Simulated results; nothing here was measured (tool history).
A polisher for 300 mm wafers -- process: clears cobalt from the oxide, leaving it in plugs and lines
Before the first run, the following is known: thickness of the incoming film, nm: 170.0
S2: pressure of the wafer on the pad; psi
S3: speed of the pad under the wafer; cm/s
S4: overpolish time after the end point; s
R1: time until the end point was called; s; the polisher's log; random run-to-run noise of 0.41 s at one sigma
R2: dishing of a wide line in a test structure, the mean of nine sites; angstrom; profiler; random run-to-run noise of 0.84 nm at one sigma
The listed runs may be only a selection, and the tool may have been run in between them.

Run 1, day 0: flow of slurry (ml/min) 265, S2 1.6 psi, S3 104 cm/s, S4 29 s. Result: R1 45.991 s, R2 535.89 angstrom.
Run 2, day 0.146: flow of slurry (ml/min) 225, S2 1.6 psi, S3 104 cm/s, S4 29 s. Result: R1 47.168 s, R2 531.34 angstrom.
Run 3, day 0.462: flow of slurry (ml/min) 225, S2 1.6 psi, S3 78 cm/s, S4 29 s. Result: R1 61.483 s, R2 480.79 angstrom.
Run 4, day 0.746: flow of slurry (ml/min) 230, S2 1.8 psi, S3 78 cm/s, S4 30 s. Result: R1 55.703 s, R2 505.73 angstrom.
Run 5, day 0.975: flow of slurry (ml/min) 235, S2 2 psi, S3 78 cm/s, S4 31 s. Result: R1 48.787 s, R2 523.11 angstrom.
Run 6, day 1.271: flow of slurry (ml/min) 235, S2 2 psi, S3 78 cm/s, S4 38 s. Result: R1 49.857 s, R2 559.71 angstrom.

Predict the results of run 7:
Run 7, day 1.35: flow of slurry (ml/min) 240, S2 2.1 psi, S3 78 cm/s, S4 38 s. Result: R1 ?, R2 ?.

{"run 7": {"R1": 48.326, "R2": 572.99}}

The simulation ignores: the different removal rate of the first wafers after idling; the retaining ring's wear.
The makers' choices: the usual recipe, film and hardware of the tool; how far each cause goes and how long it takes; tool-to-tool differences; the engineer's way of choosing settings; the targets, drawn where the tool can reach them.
